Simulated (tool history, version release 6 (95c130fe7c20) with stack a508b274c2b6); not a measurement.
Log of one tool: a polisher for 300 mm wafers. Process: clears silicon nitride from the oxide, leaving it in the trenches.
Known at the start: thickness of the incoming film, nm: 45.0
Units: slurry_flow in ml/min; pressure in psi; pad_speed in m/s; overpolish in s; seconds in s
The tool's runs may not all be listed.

run  hour  slurry_flow  pressure  pad_speed  overpolish  seconds
  1     0          195       1.8       0.82           6   94.456
  2   2.4          195       1.4       0.82           6   119.27
  3   9.6          175       1.4       0.82           6   123.78
  4  16.9          185       1.6       0.82           6   109.32
  5  21.4          185       1.6        0.9           6   104.46
  6  26.4          195       1.7        0.9           6   93.077
  7  35.3          205       1.8        0.9           6   88.273

The next listed run, before its measurement:
  8  39.6          210       1.9        0.9           6        ?

Run 8 gave seconds 85.654 s.
